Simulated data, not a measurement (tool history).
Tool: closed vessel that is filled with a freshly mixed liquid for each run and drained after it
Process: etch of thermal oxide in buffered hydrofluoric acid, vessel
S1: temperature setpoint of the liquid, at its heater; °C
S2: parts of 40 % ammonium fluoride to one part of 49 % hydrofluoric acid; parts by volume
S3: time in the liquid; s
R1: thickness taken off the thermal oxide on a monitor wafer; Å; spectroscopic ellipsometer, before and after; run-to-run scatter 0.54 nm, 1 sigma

run  hour    S1    S2   S3      R1
  1   0.0  22.0  13.0   95  772.37
  2   8.3  22.0  13.0   95  769.30
  3  15.2  22.0  13.0  100  814.41
  4  17.4  21.0  13.5  100  746.10
  5  24.5  21.0  13.5  100  748.35
  6  32.8  21.0  11.0  100  908.67
     40.7  -- hydrofluoric acid flow meter replaced
  7  40.7  20.0  11.5  100  877.21

Estimate the outcome of run 8 from the log above:
  8  48.1  19.5  12.5  100   ?

{"run 8": {"R1": 790.79}}
